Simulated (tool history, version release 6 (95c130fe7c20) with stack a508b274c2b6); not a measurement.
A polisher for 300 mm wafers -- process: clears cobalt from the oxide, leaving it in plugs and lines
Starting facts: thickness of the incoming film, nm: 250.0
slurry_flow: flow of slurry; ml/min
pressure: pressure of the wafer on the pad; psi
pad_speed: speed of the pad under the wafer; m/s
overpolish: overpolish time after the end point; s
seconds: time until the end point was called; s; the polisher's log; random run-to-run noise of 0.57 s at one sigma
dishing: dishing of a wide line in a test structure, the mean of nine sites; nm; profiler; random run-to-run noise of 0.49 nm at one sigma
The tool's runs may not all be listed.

{"run": 1, "hour": 0.0, "slurry_flow": 180, "pressure": 1.8, "pad_speed": 0.94, "overpolish": 23, "seconds": 50.124, "dishing": 56.089}
{"run": 2, "hour": 2.3, "slurry_flow": 170, "pressure": 1.8, "pad_speed": 0.94, "overpolish": 17, "seconds": 50.27, "dishing": 48.364}
{"run": 3, "hour": 6.5, "slurry_flow": 170, "pressure": 1.5, "pad_speed": 0.94, "overpolish": 17, "seconds": 59.992, "dishing": 44.132}
{"run": 4, "hour": 12.5, "slurry_flow": 150, "pressure": 1.3, "pad_speed": 1.12, "overpolish": 14, "seconds": 58.867, "dishing": 39.995}
{"run": 5, "hour": 18.3, "slurry_flow": 115, "pressure": 1.3, "pad_speed": 1.12, "overpolish": 14, "seconds": 64.12, "dishing": 37.962}
{"run": 6, "hour": 19.3, "slurry_flow": 115, "pressure": 1.2, "pad_speed": 1.24, "overpolish": 12, "seconds": 63.777, "dishing": 35.588}

Run 7 comes next. What will it give?
{"run": 7, "hour": 26.3, "slurry_flow": 115, "pressure": 1.2, "pad_speed": 1.24, "overpolish": 12, "seconds": "?", "dishing": "?"}

seconds: 62.867 s
dishing: 34.373 nm
